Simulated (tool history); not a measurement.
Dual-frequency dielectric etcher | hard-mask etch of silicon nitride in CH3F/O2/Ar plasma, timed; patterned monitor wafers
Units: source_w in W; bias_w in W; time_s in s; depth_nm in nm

run  hour  source_w  bias_w  time_s  depth_nm
  1   0.0       320      96   102.5    68.309
  2   2.9       320      96    94.5    63.605
  3  10.6       300      95    94.5    62.224
  4  13.3       300      95    94.5    62.201
  5  17.7       300     101    94.5    62.890
  6  18.7       360     101    94.5    66.893
  7  24.8       340      97    94.5    64.886

For run 8, what comes out?
  8  25.5       280      79    94.5         ?

{"run 8": {"depth_nm": 57.746}}
